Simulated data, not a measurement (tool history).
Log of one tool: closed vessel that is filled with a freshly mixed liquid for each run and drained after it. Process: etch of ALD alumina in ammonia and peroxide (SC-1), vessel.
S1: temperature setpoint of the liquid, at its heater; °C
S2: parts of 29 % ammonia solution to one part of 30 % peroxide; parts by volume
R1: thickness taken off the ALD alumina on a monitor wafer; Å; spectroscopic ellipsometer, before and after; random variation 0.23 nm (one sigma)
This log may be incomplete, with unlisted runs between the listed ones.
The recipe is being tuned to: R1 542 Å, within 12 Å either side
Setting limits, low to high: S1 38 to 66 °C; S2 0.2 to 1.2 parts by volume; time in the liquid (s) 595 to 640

Run 1, hour 0: S1 50 °C, S2 0.8 parts by volume, time in the liquid (s) 595. Result: R1 412.34 Å.
Run 2, hour 3.5: S1 50 °C, S2 0.8 parts by volume, time in the liquid (s) 595. Result: R1 414.3 Å.
Run 3, hour 12.4: S1 51 °C, S2 0.8 parts by volume, time in the liquid (s) 595. Result: R1 435.13 Å.
Run 4, hour 19.6: S1 51 °C, S2 0.5 parts by volume, time in the liquid (s) 595. Result: R1 416.79 Å.
Run 5, hour 26.5: S1 51 °C, S2 0.5 parts by volume, time in the liquid (s) 640. Result: R1 448.96 Å.
Run 6, hour 35.5: S1 51 °C, S2 0.75 parts by volume, time in the liquid (s) 640. Result: R1 460.17 Å.
Run 7, hour 44.6: S1 51 °C, S2 0.75 parts by volume, time in the liquid (s) 640. Result: R1 464.33 Å.
Run 8, hour 51.1: S1 51.5 °C, S2 0.75 parts by volume, time in the liquid (s) 640. Result: R1 479.81 Å.
Run 9, hour 52.2: S1 52 °C, S2 0.75 parts by volume, time in the liquid (s) 640. Result: R1 492.97 Å.

Pick the move, out of 5, that brings all results within their allowed miss; only one does.
Run A, hour 53.3: S1 53.5 °C, S2 0.85 parts by volume, time in the liquid (s) 640. Result: R1 ?.
Run B, hour 53.3: S1 55 °C, S2 0.65 parts by volume, time in the liquid (s) 640. Result: R1 ?.
Run C, hour 53.3: S1 55 °C, S2 0.9 parts by volume, time in the liquid (s) 630. Result: R1 ?.
Run D, hour 53.3: S1 55 °C, S2 0.8 parts by volume, time in the liquid (s) 635. Result: R1 ?.
Run E, hour 53.3: S1 51 °C, S2 0.7 parts by volume, time in the liquid (s) 610. Result: R1 ?.

move      R1
   A  540.46
   B  571.27
   C  580.02
   D  578.11
   E  441.03
A: all results in spec
B: carries the result that was furthest off beyond its target, to the other side
C: carries the result that was furthest off beyond its target, to the other side
D: carries the result that was furthest off beyond its target, to the other side
E: its largest miss is bigger than the last run's
The move that meets every target is A.

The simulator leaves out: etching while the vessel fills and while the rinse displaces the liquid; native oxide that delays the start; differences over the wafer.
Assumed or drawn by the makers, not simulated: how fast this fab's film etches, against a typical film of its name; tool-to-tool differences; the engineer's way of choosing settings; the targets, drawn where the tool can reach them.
